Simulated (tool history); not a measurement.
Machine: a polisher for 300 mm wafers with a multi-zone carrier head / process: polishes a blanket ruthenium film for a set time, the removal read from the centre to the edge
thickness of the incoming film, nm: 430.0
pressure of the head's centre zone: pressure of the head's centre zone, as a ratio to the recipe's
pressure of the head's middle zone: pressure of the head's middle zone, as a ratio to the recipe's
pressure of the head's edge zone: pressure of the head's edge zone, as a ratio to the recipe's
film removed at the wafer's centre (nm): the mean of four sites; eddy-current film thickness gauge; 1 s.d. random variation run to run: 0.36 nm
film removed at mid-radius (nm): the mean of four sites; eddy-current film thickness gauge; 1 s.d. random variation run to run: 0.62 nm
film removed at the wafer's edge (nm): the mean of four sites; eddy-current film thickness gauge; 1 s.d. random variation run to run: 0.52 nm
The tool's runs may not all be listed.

run  hour  flow of slurry (ml/min)  pressure of the head's centre zone  pressure of the head's middle zone  pressure of the head's edge zone  polishing time (s)  film removed at the wafer's centre (nm)  film removed at mid-radius (nm)  film removed at the wafer's edge (nm)
  1   0.0                      320                                1.00                                1.00                              1.00                  44                                   33.856                           34.936                                 33.727
  2   8.5                      320                                1.00                                1.06                              1.00                  44                                   34.086                           37.047                                 33.461
  3  17.5                      320                                1.00                                1.06                              1.00                  51                                   39.059                           42.577                                 39.090
  4  21.7                      325                                1.02                                1.08                              1.00                  51                                   39.571                           43.254                                 39.368
  5  24.5                      325                                1.02                                1.08                              1.00                  41                                   32.408                           34.633                                 31.550
  6  28.7                      330                                1.04                                1.10                              0.99                  43                                   34.625                           38.152                                 32.998

Forecast run 7:
  7  35.5                      365                                1.14                                1.13                              1.06                  51                                        ?                                ?                                      ?

Run 7 came out at film removed at the wafer's centre (nm) 45.280, film removed at mid-radius (nm) 44.877, film removed at the wafer's edge (nm) 41.251.
